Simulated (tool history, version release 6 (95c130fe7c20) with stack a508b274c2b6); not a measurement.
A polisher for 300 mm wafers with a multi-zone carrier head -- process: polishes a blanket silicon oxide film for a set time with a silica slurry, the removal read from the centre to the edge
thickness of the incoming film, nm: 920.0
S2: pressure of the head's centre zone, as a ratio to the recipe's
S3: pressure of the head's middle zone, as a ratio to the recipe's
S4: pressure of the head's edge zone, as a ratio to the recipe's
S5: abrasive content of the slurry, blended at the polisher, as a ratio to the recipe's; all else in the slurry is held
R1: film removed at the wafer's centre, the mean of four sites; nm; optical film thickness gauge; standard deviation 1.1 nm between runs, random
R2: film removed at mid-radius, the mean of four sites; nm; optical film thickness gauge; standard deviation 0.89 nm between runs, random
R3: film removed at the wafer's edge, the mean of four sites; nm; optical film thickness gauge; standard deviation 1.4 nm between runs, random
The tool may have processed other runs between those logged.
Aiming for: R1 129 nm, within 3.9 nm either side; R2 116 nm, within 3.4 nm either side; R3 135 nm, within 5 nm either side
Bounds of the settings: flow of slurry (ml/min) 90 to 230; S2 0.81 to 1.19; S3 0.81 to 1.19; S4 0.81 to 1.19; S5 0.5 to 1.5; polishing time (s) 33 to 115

Run 1, hour 0: flow of slurry (ml/min) 150, S2 1, S3 1, S4 1, S5 1, polishing time (s) 73. Result: R1 175.28 nm, R2 182.53 nm, R3 173.25 nm.
Run 2, hour 6.8: flow of slurry (ml/min) 135, S2 0.99, S3 0.93, S4 1.01, S5 0.85, polishing time (s) 73. Result: R1 160.26 nm, R2 158.14 nm, R3 160.78 nm.
Run 3, hour 11.9: flow of slurry (ml/min) 165, S2 0.99, S3 0.93, S4 1.01, S5 0.85, polishing time (s) 73. Result: R1 166.83 nm, R2 163.73 nm, R3 167.21 nm.
Run 4, hour 12.6: flow of slurry (ml/min) 150, S2 0.98, S3 0.89, S4 1.02, S5 0.75, polishing time (s) 72. Result: R1 151.91 nm, R2 146.47 nm, R3 156.27 nm.
Run 5, hour 18.9: flow of slurry (ml/min) 185, S2 0.98, S3 0.89, S4 1.02, S5 0.75, polishing time (s) 72. Result: R1 159.02 nm, R2 152.66 nm, R3 159.13 nm.
Run 6, hour 22.4: flow of slurry (ml/min) 185, S2 0.98, S3 0.81, S4 1.02, S5 0.75, polishing time (s) 72. Result: R1 158.01 nm, R2 140.05 nm, R3 159.78 nm.
Run 7, hour 23: flow of slurry (ml/min) 165, S2 0.98, S3 0.81, S4 1.02, S5 0.65, polishing time (s) 72. Result: R1 150.27 nm, R2 129.09 nm, R3 149.8 nm.
Run 8, hour 29.9: flow of slurry (ml/min) 150, S2 0.96, S3 0.81, S4 1, S5 0.6, polishing time (s) 72. Result: R1 135.84 nm, R2 121.58 nm, R3 138.22 nm.
Run 9, hour 33.1: flow of slurry (ml/min) 140, S2 0.96, S3 0.81, S4 1.01, S5 0.6, polishing time (s) 72. Result: R1 132.15 nm, R2 121.01 nm, R3 140.93 nm.
Run 10, hour 35.3: flow of slurry (ml/min) 140, S2 0.96, S3 0.81, S4 1.01, S5 0.6, polishing time (s) 72. Result: R1 133.34 nm, R2 121.32 nm, R3 140.76 nm.
Run 11, hour 36.5: flow of slurry (ml/min) 135, S2 0.96, S3 0.81, S4 1.01, S5 0.6, polishing time (s) 72. Result: R1 132.38 nm, R2 118.73 nm, R3 141.85 nm.

Below are 4 possible settings for the next run. Only one of them brings all results inside the allowed miss of their targets. Which is it?
Run A, hour 37.7: flow of slurry (ml/min) 130, S2 0.97, S3 0.83, S4 1.02, S5 0.6, polishing time (s) 69. Result: R1 ?, R2 ?, R3 ?.
Run B, hour 37.7: flow of slurry (ml/min) 105, S2 0.88, S3 0.81, S4 1.04, S5 0.75, polishing time (s) 70. Result: R1 ?, R2 ?, R3 ?.
Run C, hour 37.7: flow of slurry (ml/min) 95, S2 0.96, S3 0.81, S4 1.13, S5 0.75, polishing time (s) 71. Result: R1 ?, R2 ?, R3 ?.
Run D, hour 37.7: flow of slurry (ml/min) 125, S2 1.02, S3 0.81, S4 1.14, S5 0.65, polishing time (s) 68. Result: R1 ?, R2 ?, R3 ?.

move      R1      R2      R3
   A  129.05  116.24  133.26
   B  121.36  119.34   143.5
   C  129.21  116.96  148.26
   D   136.7  114.87  142.44
A: all results in spec
B: moves away from the targets compared with the last run
C: moves away from the targets compared with the last run
D: moves away from the targets compared with the last run
Go with A: it meets all targets.
